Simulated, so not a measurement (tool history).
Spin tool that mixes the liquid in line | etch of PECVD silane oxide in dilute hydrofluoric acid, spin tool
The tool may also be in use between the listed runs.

| run | hour | temperature setpoint of the liquid (K) | parts of water to one part of 49 % hydrofluoric acid (parts by volume) | time under the liquid (s) | thickness taken off the PECVD silane oxide on a monitor wafer (nm) |
|---|---|---|---|---|---|
| 1 | 0.0 | 295.15 | 265 | 155 | 19.866 |
| 2 | 6.3 | 295.15 | 265 | 155 | 20.079 |
| 3 | 12.7 | 293.65 | 290 | 155 | 16.787 |
| 4 | 16.4 | 293.65 | 290 | 155 | 16.623 |
| 5 | 22.8 | 293.65 | 355 | 155 | 12.998 |
| 6 | 25.6 | 293.15 | 355 | 155 | 12.662 |
|  | 29.1 | hydrofluoric acid flow meter replaced |
| 7 | 29.1 | 292.65 | 355 | 155 | 11.410 |

Run 8 comes next. What will it give?
| 8 | 34.4 | 293.15 | 355 | 155 | ? |

thickness taken off the PECVD silane oxide on a monitor wafer (nm): 11.629
